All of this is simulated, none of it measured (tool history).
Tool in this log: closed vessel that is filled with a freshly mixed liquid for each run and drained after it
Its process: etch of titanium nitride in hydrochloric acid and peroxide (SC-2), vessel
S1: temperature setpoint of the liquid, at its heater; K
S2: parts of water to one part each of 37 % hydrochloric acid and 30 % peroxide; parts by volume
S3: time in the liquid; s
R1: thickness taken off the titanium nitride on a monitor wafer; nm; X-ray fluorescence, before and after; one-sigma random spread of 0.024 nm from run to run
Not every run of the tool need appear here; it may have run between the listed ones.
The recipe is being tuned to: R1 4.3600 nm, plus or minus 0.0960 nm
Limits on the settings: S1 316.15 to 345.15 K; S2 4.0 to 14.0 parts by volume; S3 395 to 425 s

run	day	S1	S2	S3	R1
1	0.000	332.15	7.5	395	12.0330
2	0.279	332.15	7.5	395	11.8870
3	0.592	327.15	7.5	395	8.6499
4	0.879	327.15	6.0	395	10.3960
5	0.988	327.15	6.0	395	10.2030
6	1.200	323.65	6.5	395	7.6382
7	1.304	323.65	6.5	395	7.6236
8	1.579	321.15	6.5	395	6.4817
9	1.821	316.15	7.5	395	4.0757
10	2.117	316.65	7.5	395	4.2481

Which one of the following 5 next-run settings gets every result inside its allowed miss? There is exactly one.
A	2.412	317.65	9.0	410	?
B	2.412	317.15	7.5	410	?
C	2.412	317.15	8.0	410	?
D	2.412	318.15	9.5	420	?
E	2.412	317.15	7.0	395	?

move	R1
A	4.0307
B	4.5207
C	4.2903
D	4.0848
E	4.6020
A: misses by more than the last run did
B: takes the biggest miss from the last run beyond its target
C: hits every target within its allowed miss
D: misses by more than the last run did
E: takes the biggest miss from the last run beyond its target
The move that meets every target is C.
